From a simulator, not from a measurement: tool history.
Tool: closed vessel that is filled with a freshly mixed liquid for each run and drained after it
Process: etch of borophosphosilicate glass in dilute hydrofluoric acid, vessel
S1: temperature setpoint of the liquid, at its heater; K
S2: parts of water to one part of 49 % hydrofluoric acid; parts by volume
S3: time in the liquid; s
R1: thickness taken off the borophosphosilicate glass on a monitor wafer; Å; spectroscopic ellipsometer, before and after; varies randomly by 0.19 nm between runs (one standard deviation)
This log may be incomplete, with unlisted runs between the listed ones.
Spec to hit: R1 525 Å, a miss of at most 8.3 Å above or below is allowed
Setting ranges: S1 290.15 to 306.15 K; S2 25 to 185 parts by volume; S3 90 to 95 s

run 1 hour=0 | S1=298.15 S2=105 S3=90 | R1=446.5
run 2 hour=7.7 | S1=299.65 S2=105 S3=90 | R1=474.27
run 3 hour=13.9 | S1=300.65 S2=105 S3=90 | R1=492.28
run 4 hour=20.5 | S1=301.15 S2=105 S3=90 | R1=501.01
-- hour=22.3 thermometer replaced
run 5 hour=22.3 | S1=301.15 S2=135 S3=90 | R1=401.41
run 6 hour=30.4 | S1=302.65 S2=130 S3=90 | R1=442.72
run 7 hour=37 | S1=302.65 S2=130 S3=90 | R1=443.22
run 8 hour=45 | S1=303.65 S2=130 S3=90 | R1=459.86
run 9 hour=50.4 | S1=303.65 S2=130 S3=90 | R1=461.24

4 candidate next runs follow, results not yet known. Just one meets every target within its allowed miss. Identify it.
run A hour=55.8 | S1=306.15 S2=120 S3=90 | R1=?
run B hour=55.8 | S1=302.65 S2=115 S3=95 | R1=?
run C hour=55.8 | S1=304.65 S2=120 S3=90 | R1=?
run D hour=55.8 | S1=303.15 S2=115 S3=95 | R1=?

move=A R1=550.53
move=B R1=537.48
move=C R1=521.55
move=D R1=547.54
A: moves the result that the last run missed by most past its target, out the other side
B: moves the result that the last run missed by most past its target, out the other side
C: every result within its allowed miss
D: moves the result that the last run missed by most past its target, out the other side
Answer: C

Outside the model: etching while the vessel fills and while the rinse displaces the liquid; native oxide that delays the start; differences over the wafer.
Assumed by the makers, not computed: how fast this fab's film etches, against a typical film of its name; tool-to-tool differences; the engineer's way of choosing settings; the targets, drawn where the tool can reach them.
